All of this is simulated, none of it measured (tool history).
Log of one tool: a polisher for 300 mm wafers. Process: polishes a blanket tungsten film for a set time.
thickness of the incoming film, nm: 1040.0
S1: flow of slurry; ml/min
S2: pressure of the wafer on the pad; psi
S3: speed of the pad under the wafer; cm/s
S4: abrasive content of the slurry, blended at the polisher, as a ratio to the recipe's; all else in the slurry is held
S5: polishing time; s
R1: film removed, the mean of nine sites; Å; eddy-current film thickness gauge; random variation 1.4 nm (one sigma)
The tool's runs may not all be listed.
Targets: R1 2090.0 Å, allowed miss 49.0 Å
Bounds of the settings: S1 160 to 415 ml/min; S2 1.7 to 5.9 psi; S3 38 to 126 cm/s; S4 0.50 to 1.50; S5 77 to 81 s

run 1 hour=0.0 | S1=265 S2=3.8 S3=82 S4=1.00 S5=77 | R1=2634.0
run 2 hour=2.7 | S1=265 S2=3.8 S3=82 S4=1.10 S5=77 | R1=2691.8
run 3 hour=10.7 | S1=265 S2=4.5 S3=82 S4=1.10 S5=77 | R1=3098.9
run 4 hour=19.4 | S1=260 S2=4.1 S3=82 S4=1.10 S5=77 | R1=2863.4
run 5 hour=27.5 | S1=260 S2=3.8 S3=82 S4=1.10 S5=77 | R1=2673.1
run 6 hour=31.2 | S1=260 S2=3.8 S3=102 S4=1.10 S5=77 | R1=3349.2
run 7 hour=32.1 | S1=255 S2=3.3 S3=102 S4=1.10 S5=77 | R1=3007.6
run 8 hour=35.8 | S1=250 S2=2.9 S3=102 S4=1.10 S5=77 | R1=2699.0
run 9 hour=41.6 | S1=245 S2=2.7 S3=102 S4=1.10 S5=77 | R1=2556.8
run 10 hour=43.3 | S1=240 S2=2.5 S3=102 S4=1.10 S5=77 | R1=2401.7
run 11 hour=44.7 | S1=230 S2=2.4 S3=102 S4=1.10 S5=77 | R1=2351.1
run 12 hour=49.1 | S1=225 S2=2.3 S3=102 S4=1.10 S5=77 | R1=2253.5
run 13 hour=55.7 | S1=215 S2=2.3 S3=102 S4=1.10 S5=77 | R1=2259.0
run 14 hour=56.5 | S1=210 S2=2.2 S3=102 S4=1.10 S5=77 | R1=2204.3
run 15 hour=58.7 | S1=205 S2=2.2 S3=102 S4=1.10 S5=77 | R1=2173.8
run 16 hour=67.7 | S1=200 S2=2.2 S3=102 S4=1.10 S5=77 | R1=2175.6
run 17 hour=73.5 | S1=195 S2=2.0 S3=102 S4=1.10 S5=77 | R1=2025.5
run 18 hour=78.5 | S1=200 S2=2.0 S3=102 S4=1.10 S5=77 | R1=2031.6

5 next moves are on the table. One of them brings every result within its allowed miss. Which?
run A hour=83.5 | S1=165 S2=2.2 S3=116 S4=0.80 S5=77 | R1=?
run B hour=83.5 | S1=185 S2=2.6 S3=96 S4=0.95 S5=77 | R1=?
run C hour=83.5 | S1=180 S2=2.2 S3=94 S4=1.40 S5=81 | R1=?
run D hour=83.5 | S1=220 S2=2.0 S3=108 S4=1.05 S5=79 | R1=?
run E hour=83.5 | S1=165 S2=2.1 S3=102 S4=0.90 S5=81 | R1=?

move=A R1=2238.5
move=B R1=2202.6
move=C R1=2214.6
move=D R1=2196.7
move=E R1=2069.6
A: takes the result that was furthest off past its target
B: takes the result that was furthest off past its target
C: takes the result that was furthest off past its target
D: takes the result that was furthest off past its target
E: meets every target
The right move is E.
